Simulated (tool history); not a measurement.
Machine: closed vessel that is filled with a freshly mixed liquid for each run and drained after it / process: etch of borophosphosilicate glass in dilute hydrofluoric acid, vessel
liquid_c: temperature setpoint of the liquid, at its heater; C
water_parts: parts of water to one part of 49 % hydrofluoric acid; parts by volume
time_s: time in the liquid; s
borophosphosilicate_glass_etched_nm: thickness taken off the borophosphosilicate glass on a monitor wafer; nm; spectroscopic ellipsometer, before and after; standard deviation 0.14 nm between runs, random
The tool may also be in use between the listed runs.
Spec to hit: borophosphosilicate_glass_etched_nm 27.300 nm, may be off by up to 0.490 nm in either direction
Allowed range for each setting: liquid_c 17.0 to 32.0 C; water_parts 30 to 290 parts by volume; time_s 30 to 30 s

run  hour  liquid_c  water_parts  time_s  borophosphosilicate_glass_etched_nm
  1   0.0      24.0          160      30                               10.511
  2   4.1      24.0          115      30                               15.483
  3   8.4      26.5          115      30                               17.000
  4  12.8      30.0          115      30                               19.298
  5  14.4      32.0          115      30                               20.656
  6  18.8      32.0          115      30                               20.724
  7  26.1      32.0          110      30                               21.857
  8  32.3      32.0          105      30                               22.884
  9  33.4      32.0          100      30                               24.368
 10  39.1      32.0           95      30                               25.600

Consider the 4 candidate settings below. Which is the only one whose results all fall within their allowed miss of target?
  A  44.8      27.0           80      30                                    ?
  B  44.8      32.0          105      30                                    ?
  C  44.8      32.0           90      30                                    ?
  D  44.8      31.0           90      30                                    ?

move  borophosphosilicate_glass_etched_nm
   A                               26.013
   B                               23.123
   C                               27.585
   D                               26.575
A: gains on the last run, yet a result remains outside its allowed miss
B: further off than the last run
C: hits every target within its allowed miss
D: gains on the last run, yet a result remains outside its allowed miss
The move that meets every target is C.
